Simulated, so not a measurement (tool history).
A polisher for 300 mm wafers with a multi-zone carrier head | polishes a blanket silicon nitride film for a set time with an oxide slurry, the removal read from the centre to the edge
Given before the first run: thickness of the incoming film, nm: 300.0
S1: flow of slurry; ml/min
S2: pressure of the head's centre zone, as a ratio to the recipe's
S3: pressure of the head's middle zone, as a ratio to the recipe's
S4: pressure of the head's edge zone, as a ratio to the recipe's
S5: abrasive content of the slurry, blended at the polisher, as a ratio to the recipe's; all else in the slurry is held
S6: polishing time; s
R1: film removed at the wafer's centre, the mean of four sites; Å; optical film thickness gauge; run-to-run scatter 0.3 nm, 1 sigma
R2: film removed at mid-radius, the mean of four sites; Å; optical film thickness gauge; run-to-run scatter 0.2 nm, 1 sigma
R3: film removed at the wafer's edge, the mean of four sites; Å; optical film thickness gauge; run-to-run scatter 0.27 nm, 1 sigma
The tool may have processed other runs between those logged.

Run 1, day 0: S1 160 ml/min, S2 1, S3 1, S4 1, S5 1, S6 69 s. Result: R1 391.12 Å, R2 385.89 Å, R3 386.49 Å.
Run 2, day 0.208: S1 155 ml/min, S2 0.98, S3 0.98, S4 1, S5 0.95, S6 67 s. Result: R1 363.39 Å, R2 366.49 Å, R3 360.61 Å.
Run 3, day 0.383: S1 150 ml/min, S2 0.97, S3 0.96, S4 1.02, S5 0.9, S6 64 s. Result: R1 329.19 Å, R2 331.97 Å, R3 333.78 Å.
Run 4, day 0.679: S1 150 ml/min, S2 0.97, S3 0.89, S4 1.02, S5 0.9, S6 64 s. Result: R1 335.33 Å, R2 310.38 Å, R3 338.88 Å.
Run 5, day 0.871: S1 150 ml/min, S2 0.97, S3 0.89, S4 1.02, S5 0.9, S6 56 s. Result: R1 294.96 Å, R2 275.38 Å, R3 288.82 Å.
Run 6, day 1.162: S1 145 ml/min, S2 0.96, S3 0.88, S4 1.03, S5 0.85, S6 56 s. Result: R1 277.48 Å, R2 262.74 Å, R3 295.11 Å.
Run 7, day 1.2: S1 145 ml/min, S2 0.95, S3 0.88, S4 1.02, S5 0.8, S6 56 s. Result: R1 268.25 Å, R2 251.96 Å, R3 284.79 Å.
Run 8, day 1.412: S1 145 ml/min, S2 0.94, S3 0.88, S4 1.01, S5 0.8, S6 56 s. Result: R1 268.35 Å, R2 254.35 Å, R3 280.58 Å.
Run 9, day 1.633: S1 140 ml/min, S2 0.93, S3 0.88, S4 1, S5 0.75, S6 56 s. Result: R1 254.92 Å, R2 244.42 Å, R3 264.66 Å.
Run 10, day 1.717: S1 135 ml/min, S2 0.92, S3 0.87, S4 1, S5 0.75, S6 56 s. Result: R1 244.71 Å, R2 240.66 Å, R3 270.52 Å.
Run 11, day 1.838: S1 135 ml/min, S2 0.91, S3 0.87, S4 0.99, S5 0.75, S6 56 s. Result: R1 241.77 Å, R2 237.7 Å, R3 262.55 Å.
Run 12, day 2.183: S1 135 ml/min, S2 0.91, S3 0.87, S4 0.99, S5 0.75, S6 56 s. Result: R1 247.22 Å, R2 241.06 Å, R3 266.51 Å.
Run 13, day 2.208: S1 130 ml/min, S2 0.9, S3 0.87, S4 0.99, S5 0.75, S6 56 s. Result: R1 237.22 Å, R2 238.53 Å, R3 265.44 Å.

Predict the results of run 14:
Run 14, day 2.583: S1 130 ml/min, S2 0.89, S3 0.86, S4 0.98, S5 0.75, S6 56 s. Result: R1 ?, R2 ?, R3 ?.

{"run 14": {"R1": 233.65, "R2": 235.83, "R3": 259.65}}
